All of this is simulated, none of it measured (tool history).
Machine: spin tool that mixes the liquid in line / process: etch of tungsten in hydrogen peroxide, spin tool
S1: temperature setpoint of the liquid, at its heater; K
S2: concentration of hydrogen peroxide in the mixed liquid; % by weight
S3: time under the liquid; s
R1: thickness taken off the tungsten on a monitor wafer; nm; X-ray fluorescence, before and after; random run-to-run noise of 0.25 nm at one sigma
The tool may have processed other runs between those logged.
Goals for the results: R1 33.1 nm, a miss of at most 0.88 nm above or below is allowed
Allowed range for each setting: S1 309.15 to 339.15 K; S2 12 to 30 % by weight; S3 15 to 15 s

run  hour      S1    S2  S3      R1
  1     0  325.15  22.5  15  22.398
  2   6.6  327.15  22.5  15  25.608
  3  10.4  332.15  22.5  15  34.652
  4  19.3  338.65  22.5  15  49.517
  5  20.7  336.15  22.5  15  43.141
  6  27.1  334.65  22.5  15  39.577
  7  35.9  333.65  22.5  15  37.415
  8  39.8  333.15  22.5  15  36.583
  9  48.5  332.65  22.5  15  35.601
 10  54.6  332.15  22.5  15   34.86

Consider the 5 candidate settings below. Which is the only one whose results all fall within their allowed miss of target?
  A  60.7  334.65  20.5  15   ?
  B  60.7  334.65    20  15   ?
  C  60.7  333.65  21.5  15   ?
  D  60.7  331.65  21.5  15   ?
  E  60.7  333.15  24.5  15   ?

move      R1
   A  37.816
   B  37.352
   C  36.575
   D   32.59
   E  37.939
A: the biggest miss grows against the last run
B: the biggest miss grows against the last run
C: the biggest miss grows against the last run
D: in spec on every target
E: the biggest miss grows against the last run
Answer: D
